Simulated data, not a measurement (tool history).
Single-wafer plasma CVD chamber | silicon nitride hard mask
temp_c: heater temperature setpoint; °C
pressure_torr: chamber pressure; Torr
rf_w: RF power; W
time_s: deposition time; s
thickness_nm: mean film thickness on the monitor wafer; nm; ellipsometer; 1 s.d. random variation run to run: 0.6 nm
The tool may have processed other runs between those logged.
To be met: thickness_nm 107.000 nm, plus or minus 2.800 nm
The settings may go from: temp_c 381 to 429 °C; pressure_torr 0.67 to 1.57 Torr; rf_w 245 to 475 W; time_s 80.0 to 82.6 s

Run 1, hour 0.0: temp_c 405 °C, pressure_torr 1.12 Torr, rf_w 360 W, time_s 80.0 s. Result: thickness_nm 89.273 nm.
Run 2, hour 1.4: temp_c 410 °C, pressure_torr 1.12 Torr, rf_w 360 W, time_s 80.0 s. Result: thickness_nm 88.610 nm.
Run 3, hour 6.6: temp_c 410 °C, pressure_torr 1.21 Torr, rf_w 360 W, time_s 80.0 s. Result: thickness_nm 92.849 nm.
Run 4, hour 12.2: temp_c 410 °C, pressure_torr 1.21 Torr, rf_w 360 W, time_s 80.0 s. Result: thickness_nm 91.539 nm.
Run 5, hour 14.0: temp_c 414 °C, pressure_torr 1.21 Torr, rf_w 360 W, time_s 80.0 s. Result: thickness_nm 91.689 nm.
Run 6, hour 20.6: temp_c 414 °C, pressure_torr 1.21 Torr, rf_w 380 W, time_s 80.0 s. Result: thickness_nm 95.511 nm.
Run 7, hour 21.7: temp_c 414 °C, pressure_torr 1.25 Torr, rf_w 380 W, time_s 80.0 s. Result: thickness_nm 96.654 nm.
Run 8, hour 24.7: temp_c 414 °C, pressure_torr 1.28 Torr, rf_w 380 W, time_s 80.0 s. Result: thickness_nm 97.979 nm.
Run 9, hour 30.6: temp_c 414 °C, pressure_torr 1.31 Torr, rf_w 380 W, time_s 80.0 s. Result: thickness_nm 98.935 nm.
Run 10, hour 36.5: temp_c 414 °C, pressure_torr 1.33 Torr, rf_w 380 W, time_s 80.0 s. Result: thickness_nm 99.897 nm.
Run 11, hour 38.3: temp_c 414 °C, pressure_torr 1.35 Torr, rf_w 380 W, time_s 80.0 s. Result: thickness_nm 99.753 nm.
Run 12, hour 38.8: temp_c 414 °C, pressure_torr 1.37 Torr, rf_w 380 W, time_s 80.0 s. Result: thickness_nm 101.230 nm.

4 candidate next runs follow, results not yet known. Just one meets every target within its allowed miss. Identify it.
Run A, hour 39.3: temp_c 414 °C, pressure_torr 1.36 Torr, rf_w 435 W, time_s 82.6 s. Result: thickness_nm ?.
Run B, hour 39.3: temp_c 423 °C, pressure_torr 1.45 Torr, rf_w 430 W, time_s 82.6 s. Result: thickness_nm ?.
Run C, hour 39.3: temp_c 415 °C, pressure_torr 1.45 Torr, rf_w 425 W, time_s 82.6 s. Result: thickness_nm ?.
Run D, hour 39.3: temp_c 421 °C, pressure_torr 1.50 Torr, rf_w 390 W, time_s 81.6 s. Result: thickness_nm ?.

move  thickness_nm
   A       112.830
   B       114.040
   C       113.560
   D       106.590
A: moves the result that the last run missed by most past its target, out the other side
B: moves the result that the last run missed by most past its target, out the other side
C: moves the result that the last run missed by most past its target, out the other side
D: meets every target
Correct choice: D, which meets every target
